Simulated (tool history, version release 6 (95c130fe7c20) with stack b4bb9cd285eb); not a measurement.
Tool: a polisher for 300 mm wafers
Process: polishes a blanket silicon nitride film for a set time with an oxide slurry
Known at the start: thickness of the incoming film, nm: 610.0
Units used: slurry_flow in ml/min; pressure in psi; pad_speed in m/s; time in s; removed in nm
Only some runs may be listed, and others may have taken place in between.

run	day	slurry_flow	pressure	pad_speed	slurry_solids	time	removed
1	0.000	310	4.6	0.92	1.0	130	73.810
2	0.329	310	4.6	0.76	1.0	130	63.322
3	0.367	310	4.1	0.76	1.0	130	56.491
4	0.725	310	4.1	0.66	1.0	130	50.245
5	0.929	375	4.1	0.66	1.0	130	52.441
6	1.229	375	4.1	0.66	1.2	130	56.205
7	1.496	370	3.8	0.66	1.2	130	51.499

The next listed run, before its measurement:
8	1.712	365	3.6	0.66	1.2	130	?

{"run 8": {"removed": 49.719}}
